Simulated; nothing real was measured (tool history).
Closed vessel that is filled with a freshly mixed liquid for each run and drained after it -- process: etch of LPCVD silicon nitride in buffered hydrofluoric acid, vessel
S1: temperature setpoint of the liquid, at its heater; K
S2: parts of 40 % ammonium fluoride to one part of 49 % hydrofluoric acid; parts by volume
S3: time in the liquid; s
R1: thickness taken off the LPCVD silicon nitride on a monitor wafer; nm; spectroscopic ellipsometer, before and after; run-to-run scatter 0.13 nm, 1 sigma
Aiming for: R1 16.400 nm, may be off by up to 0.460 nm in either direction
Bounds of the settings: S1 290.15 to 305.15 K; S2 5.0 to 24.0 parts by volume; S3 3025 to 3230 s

run	hour	S1	S2	S3	R1
1	0.0	297.15	14.5	3025	30.109
2	9.5	297.15	14.5	3025	29.845
3	17.9	297.15	18.0	3025	24.383
4	20.2	295.15	18.0	3025	21.742
5	23.0	293.65	18.0	3025	19.939
6	30.0	292.65	18.0	3025	18.887
7	37.0	292.15	18.0	3025	18.435
# hour 46.5: thermometer replaced
8	46.5	290.15	18.5	3025	17.437
9	48.9	290.15	19.0	3025	16.908

Pick the move, out of 4, that brings all results within their allowed miss; only one does.
A	51.3	292.15	21.0	3070	?
B	51.3	291.15	21.5	3215	?
C	51.3	290.15	20.0	3025	?
D	51.3	290.15	18.5	3025	?

move	R1
A	18.104
B	17.625
C	16.465
D	17.785
A: lands further from the targets than the last run did
B: lands further from the targets than the last run did
C: every result within its allowed miss
D: lands further from the targets than the last run did
The move that meets every target is C.
